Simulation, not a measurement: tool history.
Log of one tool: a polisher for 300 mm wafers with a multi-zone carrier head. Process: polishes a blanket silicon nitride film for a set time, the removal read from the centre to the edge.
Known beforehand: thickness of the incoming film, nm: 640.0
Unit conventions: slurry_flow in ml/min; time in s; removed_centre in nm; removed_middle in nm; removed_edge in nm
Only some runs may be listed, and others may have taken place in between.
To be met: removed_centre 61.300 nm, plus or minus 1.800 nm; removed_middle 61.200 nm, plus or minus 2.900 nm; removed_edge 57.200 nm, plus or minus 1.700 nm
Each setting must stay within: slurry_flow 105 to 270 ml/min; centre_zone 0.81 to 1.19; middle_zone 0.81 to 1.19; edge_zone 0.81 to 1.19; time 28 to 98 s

run,hour,slurry_flow,centre_zone,middle_zone,edge_zone,time,removed_centre,removed_middle,removed_edge
1,0.0,175,1.00,1.00,1.00,63,77.848,78.510,78.125
2,4.6,175,1.00,1.00,1.00,75,92.485,95.516,92.208
3,10.3,175,1.00,1.00,0.93,75,92.569,96.764,89.627
4,13.8,175,1.00,1.00,0.92,72,87.668,91.867,85.259
5,22.6,175,1.00,1.00,0.91,69,84.723,89.546,82.150
6,27.5,175,1.00,1.00,0.91,77,95.980,97.678,89.432
7,36.0,175,1.00,1.00,0.91,77,94.533,99.898,89.965
8,44.1,160,0.99,0.91,0.83,59,70.814,68.822,65.279
9,47.6,160,0.99,0.91,0.83,58,69.552,67.717,65.705
10,48.2,160,0.99,0.91,0.83,57,68.240,66.435,63.333

5 candidate next runs follow, results not yet known. Just one meets every target within its allowed miss. Identify it.
A,48.8,145,1.01,0.96,0.86,51,?,?,?
B,48.8,175,1.01,0.89,0.81,47,?,?,?
C,48.8,155,0.92,0.94,0.83,51,?,?,?
D,48.8,175,0.99,0.92,0.85,46,?,?,?
E,48.8,135,0.85,0.94,0.93,61,?,?,?

move,removed_centre,removed_middle,removed_edge
A,61.252,61.462,56.748
B,58.573,54.974,52.222
C,56.534,61.174,56.377
D,56.195,55.309,52.187
E,60.577,71.265,69.657
A: meets every target
B: takes the biggest miss from the last run beyond its target
C: takes the biggest miss from the last run beyond its target
D: takes the biggest miss from the last run beyond its target
E: the furthest-off result lands on target, but another misses its tolerance
The right move is A.

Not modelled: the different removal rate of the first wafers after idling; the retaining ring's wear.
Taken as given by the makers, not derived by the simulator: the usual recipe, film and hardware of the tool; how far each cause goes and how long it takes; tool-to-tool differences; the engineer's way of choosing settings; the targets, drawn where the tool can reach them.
